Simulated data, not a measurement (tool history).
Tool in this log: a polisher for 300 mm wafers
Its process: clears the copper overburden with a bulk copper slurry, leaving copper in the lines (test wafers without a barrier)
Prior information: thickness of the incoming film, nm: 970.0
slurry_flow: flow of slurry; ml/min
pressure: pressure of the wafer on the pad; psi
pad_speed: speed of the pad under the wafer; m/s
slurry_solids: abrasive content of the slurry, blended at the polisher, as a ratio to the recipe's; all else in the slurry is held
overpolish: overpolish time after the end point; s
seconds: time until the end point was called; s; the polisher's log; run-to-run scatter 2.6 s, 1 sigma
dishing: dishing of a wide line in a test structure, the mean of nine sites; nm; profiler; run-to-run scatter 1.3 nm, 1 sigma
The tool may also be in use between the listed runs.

run	hour	slurry_flow	pressure	pad_speed	slurry_solids	overpolish	seconds	dishing
1	0	125	2.5	1.2	1	18	108.23	91.002
2	5.6	125	3.1	1.2	1	18	85.353	107.43
3	10.6	120	2.8	1.16	1	21	96.564	104.57
4	18	120	2.5	1.14	1	24	111.76	104.31
5	19.6	120	2.5	1.14	1	20	109.79	93.11
6	25.6	120	2.5	1.3	1	20	98.397	100.47

Estimate the outcome of run 7 from the log above:
7	31.8	120	2.3	1.28	1	23	?	?

seconds: 107.16 s
dishing: 99.006 nm

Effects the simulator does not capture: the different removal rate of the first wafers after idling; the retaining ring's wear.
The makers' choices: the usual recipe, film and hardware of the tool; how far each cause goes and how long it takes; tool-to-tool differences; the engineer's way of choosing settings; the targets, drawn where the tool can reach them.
